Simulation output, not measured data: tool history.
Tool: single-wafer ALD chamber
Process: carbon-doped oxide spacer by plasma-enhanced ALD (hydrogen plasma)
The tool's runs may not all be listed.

| run | hour | heater temperature setpoint (deg C) | number of ALD cycles (cycles) | mean film thickness on the monitor wafer (Å) |
|---|---|---|---|---|
| 1 | 0 | 405 | 439 | 216.56 |
| 2 | 3.8 | 405 | 489 | 241.92 |
| 3 | 12.7 | 405 | 515 | 256.56 |
| 4 | 17.6 | 415 | 515 | 245.76 |
| 5 | 19.3 | 417 | 489 | 232.41 |
| 6 | 25.4 | 419 | 465 | 219.54 |
| 7 | 29.9 | 427 | 395 | 181.37 |
| 8 | 35.4 | 427 | 389 | 178.04 |
| 9 | 42.2 | 427 | 384 | 176.27 |

Forecast run 10:
| 10 | 51.5 | 429 | 354 | ? |

mean film thickness on the monitor wafer (Å): 161.09
